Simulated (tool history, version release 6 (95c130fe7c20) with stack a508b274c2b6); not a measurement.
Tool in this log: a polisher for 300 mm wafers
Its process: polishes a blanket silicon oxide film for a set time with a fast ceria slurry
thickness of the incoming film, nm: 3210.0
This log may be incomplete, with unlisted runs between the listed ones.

run,day,flow of slurry (ml/min),pressure of the wafer on the pad (kPa),speed of the pad under the wafer (m/s),polishing time (s),film removed (Å)
1,0.000,275,20.7,1.00,39,5889.2
2,0.038,275,20.7,1.12,39,6487.0
3,0.208,275,20.7,1.12,34,5697.0
4,0.504,275,22.8,1.12,34,6243.7
5,0.858,270,22.1,1.12,34,5949.5
6,0.917,270,22.1,1.12,39,6879.7
7,1.108,270,20.7,1.12,39,6482.2
8,1.417,270,20.7,1.12,39,6452.6
9,1.608,270,19.3,1.12,39,6134.9
# day 1.721: worn pad replaced by a new one
10,1.721,270,18.6,1.12,39,6656.7
11,1.962,270,18.6,1.06,39,6235.5
12,2.154,270,17.2,1.02,39,5687.2

Estimate the outcome of run 13 from the log above:
13,2.250,270,16.5,1.02,39,?

film removed (Å): 5450.8

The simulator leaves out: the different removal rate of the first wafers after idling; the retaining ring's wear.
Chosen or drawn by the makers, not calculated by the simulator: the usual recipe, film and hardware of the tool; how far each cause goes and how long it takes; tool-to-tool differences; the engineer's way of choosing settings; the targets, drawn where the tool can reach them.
